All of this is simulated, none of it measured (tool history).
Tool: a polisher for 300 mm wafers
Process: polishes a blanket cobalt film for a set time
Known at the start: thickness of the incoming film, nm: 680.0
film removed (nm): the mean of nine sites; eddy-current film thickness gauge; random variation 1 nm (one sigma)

run	hour	flow of slurry (ml/min)	pressure of the wafer on the pad (kPa)	speed of the pad under the wafer (m/s)	polishing time (s)	film removed (nm)
1	0	150	11	0.92	41	131.88
2	8.8	150	11	1.06	41	151.45
3	16.9	145	10.3	1.06	41	139.91
4	21.6	145	13.1	1.06	41	179.31
5	27.5	140	12.4	1.06	41	168.98
6	28.5	140	11	1.06	41	148.65
7	34.1	135	10.3	1.06	41	138.44
8	39.2	130	10.3	1.06	41	137.13

Run 9 comes next. What will it give?
9	48.1	125	10.3	1.06	41	?

Run 9 gave film removed (nm) 137.95.

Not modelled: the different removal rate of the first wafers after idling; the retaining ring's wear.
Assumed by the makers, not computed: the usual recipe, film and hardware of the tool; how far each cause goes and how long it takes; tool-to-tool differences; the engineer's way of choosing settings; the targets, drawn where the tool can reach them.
